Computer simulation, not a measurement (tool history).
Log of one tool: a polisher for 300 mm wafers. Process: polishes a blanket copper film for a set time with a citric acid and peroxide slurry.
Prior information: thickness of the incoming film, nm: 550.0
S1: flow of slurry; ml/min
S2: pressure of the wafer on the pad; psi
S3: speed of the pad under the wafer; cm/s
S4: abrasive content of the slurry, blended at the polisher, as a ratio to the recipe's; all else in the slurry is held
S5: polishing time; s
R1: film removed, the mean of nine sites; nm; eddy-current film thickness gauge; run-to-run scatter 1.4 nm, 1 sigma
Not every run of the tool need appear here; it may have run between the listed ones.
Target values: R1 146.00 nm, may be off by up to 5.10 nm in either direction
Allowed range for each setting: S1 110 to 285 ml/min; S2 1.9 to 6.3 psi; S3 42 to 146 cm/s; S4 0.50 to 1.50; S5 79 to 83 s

| run | hour | S1 | S2 | S3 | S4 | S5 | R1 |
|---|---|---|---|---|---|---|---|
| 1 | 0.0 | 180 | 4.1 | 94 | 1.00 | 79 | 248.66 |
| 2 | 7.9 | 160 | 4.1 | 94 | 1.00 | 79 | 248.30 |
| 3 | 9.9 | 160 | 3.8 | 94 | 1.00 | 79 | 234.72 |
| 4 | 16.7 | 160 | 3.8 | 94 | 1.00 | 83 | 245.02 |
| 5 | 21.5 | 140 | 3.8 | 94 | 1.00 | 83 | 241.82 |
| 6 | 23.8 | 140 | 3.8 | 94 | 1.00 | 79 | 228.95 |
| 7 | 24.6 | 140 | 3.6 | 94 | 1.00 | 79 | 212.85 |
| 8 | 31.6 | 135 | 2.5 | 92 | 1.00 | 79 | 150.59 |

Exactly one of the 4 candidate moves below puts every result within its allowed miss. Which one?
| A | 38.6 | 125 | 2.8 | 88 | 1.05 | 79 | ? |
| B | 38.6 | 140 | 2.4 | 90 | 1.10 | 79 | ? |
| C | 38.6 | 115 | 3.0 | 74 | 1.20 | 83 | ? |
| D | 38.6 | 130 | 2.8 | 82 | 1.10 | 83 | ? |

| move | R1 |
|---|---|
| A | 163.25 |
| B | 147.87 |
| C | 158.53 |
| D | 162.63 |
A: lands further from the targets than the last run did
B: in spec on every target
C: lands further from the targets than the last run did
D: lands further from the targets than the last run did
The right move is B.
